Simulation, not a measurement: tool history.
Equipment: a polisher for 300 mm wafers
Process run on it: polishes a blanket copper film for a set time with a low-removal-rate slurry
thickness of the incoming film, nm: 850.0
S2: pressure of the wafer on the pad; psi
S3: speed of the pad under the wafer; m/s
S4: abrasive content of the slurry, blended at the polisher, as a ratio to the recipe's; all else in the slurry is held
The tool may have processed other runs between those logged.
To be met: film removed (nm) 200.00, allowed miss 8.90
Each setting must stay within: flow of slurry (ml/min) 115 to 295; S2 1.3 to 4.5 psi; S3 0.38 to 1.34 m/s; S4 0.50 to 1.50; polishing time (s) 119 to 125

{"run": 1, "hour": 0.0, "flow of slurry (ml/min)": 190, "S2": 2.9, "S3": 0.86, "S4": 1.0, "polishing time (s)": 119, "film removed (nm)": 341.64}
{"run": 2, "hour": 3.7, "flow of slurry (ml/min)": 190, "S2": 2.6, "S3": 0.86, "S4": 1.0, "polishing time (s)": 119, "film removed (nm)": 300.97}
{"run": 3, "hour": 10.7, "flow of slurry (ml/min)": 190, "S2": 2.1, "S3": 0.86, "S4": 1.0, "polishing time (s)": 119, "film removed (nm)": 246.86}
{"run": 4, "hour": 18.3, "flow of slurry (ml/min)": 190, "S2": 2.6, "S3": 0.86, "S4": 1.0, "polishing time (s)": 119, "film removed (nm)": 305.67}
{"run": 5, "hour": 20.5, "flow of slurry (ml/min)": 190, "S2": 2.4, "S3": 0.86, "S4": 1.0, "polishing time (s)": 119, "film removed (nm)": 283.58}
{"run": 6, "hour": 28.4, "flow of slurry (ml/min)": 190, "S2": 2.4, "S3": 0.86, "S4": 1.15, "polishing time (s)": 119, "film removed (nm)": 294.4}
{"run": 7, "hour": 36.1, "flow of slurry (ml/min)": 190, "S2": 2.2, "S3": 0.86, "S4": 1.15, "polishing time (s)": 119, "film removed (nm)": 268.59}
{"run": 8, "hour": 43.6, "flow of slurry (ml/min)": 190, "S2": 2.1, "S3": 0.86, "S4": 1.15, "polishing time (s)": 119, "film removed (nm)": 253.6}
{"run": 9, "hour": 45.1, "flow of slurry (ml/min)": 190, "S2": 2.0, "S3": 0.86, "S4": 1.15, "polishing time (s)": 119, "film removed (nm)": 247.9}
{"run": 10, "hour": 52.8, "flow of slurry (ml/min)": 190, "S2": 1.9, "S3": 0.86, "S4": 1.15, "polishing time (s)": 119, "film removed (nm)": 233.14}
{"run": 11, "hour": 60.7, "flow of slurry (ml/min)": 190, "S2": 1.8, "S3": 0.86, "S4": 1.15, "polishing time (s)": 119, "film removed (nm)": 223.77}
{"run": 12, "hour": 66.3, "flow of slurry (ml/min)": 190, "S2": 1.7, "S3": 0.86, "S4": 1.15, "polishing time (s)": 119, "film removed (nm)": 204.9}

5 candidate next runs follow, results not yet known. Just one meets every target within its allowed miss. Identify it.
{"run": "A", "hour": 71.9, "flow of slurry (ml/min)": 205, "S2": 1.8, "S3": 0.84, "S4": 1.15, "polishing time (s)": 119, "film removed (nm)": "?"}
{"run": "B", "hour": 71.9, "flow of slurry (ml/min)": 210, "S2": 1.7, "S3": 0.98, "S4": 0.8, "polishing time (s)": 121, "film removed (nm)": "?"}
{"run": "C", "hour": 71.9, "flow of slurry (ml/min)": 155, "S2": 2.0, "S3": 0.68, "S4": 0.95, "polishing time (s)": 125, "film removed (nm)": "?"}
{"run": "D", "hour": 71.9, "flow of slurry (ml/min)": 140, "S2": 1.3, "S3": 1.02, "S4": 1.15, "polishing time (s)": 119, "film removed (nm)": "?"}
{"run": "E", "hour": 71.9, "flow of slurry (ml/min)": 190, "S2": 1.6, "S3": 0.92, "S4": 1.2, "polishing time (s)": 123, "film removed (nm)": "?"}

move=A film_removed_(nm)=219.50
move=B film_removed_(nm)=224.01
move=C film_removed_(nm)=199.54
move=D film_removed_(nm)=184.05
move=E film_removed_(nm)=219.85
A: its largest miss is bigger than the last run's
B: its largest miss is bigger than the last run's
C: each result inside its tolerance
D: takes the biggest miss from the last run beyond its target
E: its largest miss is bigger than the last run's
So the answer is move C, the one that meets all the targets.

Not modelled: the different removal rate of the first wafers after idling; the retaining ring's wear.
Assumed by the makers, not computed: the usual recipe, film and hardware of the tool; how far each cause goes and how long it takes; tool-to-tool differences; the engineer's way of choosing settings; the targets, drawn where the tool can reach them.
